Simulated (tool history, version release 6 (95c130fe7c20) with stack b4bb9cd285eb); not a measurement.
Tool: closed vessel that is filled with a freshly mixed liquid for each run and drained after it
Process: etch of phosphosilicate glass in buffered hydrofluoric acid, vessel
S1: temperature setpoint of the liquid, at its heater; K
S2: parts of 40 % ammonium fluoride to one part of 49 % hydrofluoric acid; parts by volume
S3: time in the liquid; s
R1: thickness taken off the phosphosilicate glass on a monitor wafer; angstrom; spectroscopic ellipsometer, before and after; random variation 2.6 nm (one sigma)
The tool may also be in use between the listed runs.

run 1 hour=0.0 | S1=296.15 S2=11.0 S3=95 | R1=2284.5
run 2 hour=3.5 | S1=298.65 S2=11.0 S3=95 | R1=2637.4
run 3 hour=8.5 | S1=298.65 S2=12.5 S3=95 | R1=2332.0
run 4 hour=12.5 | S1=298.65 S2=12.5 S3=105 | R1=2592.8
run 5 hour=15.0 | S1=298.65 S2=12.5 S3=95 | R1=2338.3
run 6 hour=20.8 | S1=298.65 S2=12.5 S3=105 | R1=2585.5
run 7 hour=23.2 | S1=302.65 S2=10.5 S3=105 | R1=3744.9

Run 8 comes next. What will it give?
run 8 hour=28.8 | S1=303.15 S2=10.5 S3=105 | R1=?

{"run 8": {"R1": 3852.5}}
